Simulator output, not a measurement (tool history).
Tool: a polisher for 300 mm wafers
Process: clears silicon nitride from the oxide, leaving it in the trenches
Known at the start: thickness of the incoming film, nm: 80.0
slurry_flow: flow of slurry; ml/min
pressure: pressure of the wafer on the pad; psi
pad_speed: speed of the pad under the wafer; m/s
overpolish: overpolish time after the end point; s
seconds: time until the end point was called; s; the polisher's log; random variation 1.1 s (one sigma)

| run | hour | slurry_flow | pressure | pad_speed | overpolish | seconds |
|---|---|---|---|---|---|---|
| 1 | 0.0 | 315 | 3.3 | 1.22 | 30 | 60.035 |
| 2 | 3.8 | 315 | 2.8 | 1.18 | 30 | 72.454 |
| 3 | 9.1 | 315 | 3.1 | 1.18 | 30 | 65.429 |
| 4 | 16.8 | 265 | 3.1 | 1.18 | 30 | 65.549 |
| 5 | 18.5 | 210 | 3.1 | 1.18 | 30 | 68.104 |
| 6 | 23.6 | 210 | 3.1 | 0.94 | 30 | 82.570 |
| 7 | 30.6 | 210 | 2.8 | 0.94 | 30 | 93.529 |

Forecast run 8:
| 8 | 32.6 | 210 | 2.6 | 0.94 | 30 | ? |

Run 8 gave seconds 99.227 s.
